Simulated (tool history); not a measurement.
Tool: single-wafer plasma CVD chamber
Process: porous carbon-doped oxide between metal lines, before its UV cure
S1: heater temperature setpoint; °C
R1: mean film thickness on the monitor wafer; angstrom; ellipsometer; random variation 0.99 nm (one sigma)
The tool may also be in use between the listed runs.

run 1 hour=0.0 | S1=285 RF_power_(kW)=0.490 deposition_time_(s)=39.9 | R1=2191.0
run 2 hour=4.7 | S1=292 RF_power_(kW)=0.490 deposition_time_(s)=39.9 | R1=2107.8
run 3 hour=7.6 | S1=287 RF_power_(kW)=0.500 deposition_time_(s)=40.0 | R1=2196.0
run 4 hour=15.7 | S1=282 RF_power_(kW)=0.500 deposition_time_(s)=40.0 | R1=2261.5
run 5 hour=16.5 | S1=279 RF_power_(kW)=0.510 deposition_time_(s)=40.0 | R1=2318.4
run 6 hour=17.8 | S1=276 RF_power_(kW)=0.520 deposition_time_(s)=40.0 | R1=2381.1

Run 7 is up next; what results do you expect?
run 7 hour=24.5 | S1=274 RF_power_(kW)=0.525 deposition_time_(s)=40.0 | R1=?

{"run 7": {"R1": 2437.4}}
